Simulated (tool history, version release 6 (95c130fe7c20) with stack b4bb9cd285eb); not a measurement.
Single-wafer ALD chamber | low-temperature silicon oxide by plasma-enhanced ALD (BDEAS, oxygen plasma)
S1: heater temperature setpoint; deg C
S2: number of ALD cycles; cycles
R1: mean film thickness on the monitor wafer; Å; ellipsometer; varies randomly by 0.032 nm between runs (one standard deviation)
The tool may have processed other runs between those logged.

| run | day | S1 | S2 | R1 |
|---|---|---|---|---|
| 1 | 0.000 | 100 | 50 | 73.191 |
| 2 | 0.138 | 102 | 49 | 70.902 |
| 3 | 0.283 | 94 | 49 | 73.762 |
| 4 | 0.588 | 83 | 49 | 76.357 |
| 5 | 0.742 | 76 | 49 | 78.005 |
| 6 | 0.975 | 76 | 54 | 85.410 |
| 7 | 1.129 | 81 | 52 | 80.782 |
| 8 | 1.462 | 85 | 51 | 78.275 |
| 9 | 1.550 | 89 | 50 | 76.167 |
| 10 | 1.858 | 92 | 49 | 74.243 |
| 11 | 2.154 | 95 | 48 | 71.344 |
| 12 | 2.321 | 98 | 48 | 70.801 |
| 13 | 2.633 | 101 | 48 | 70.134 |

Run 14 is up next; what results do you expect?
| 14 | 2.912 | 103 | 48 | ? |

R1: 70.161 Å
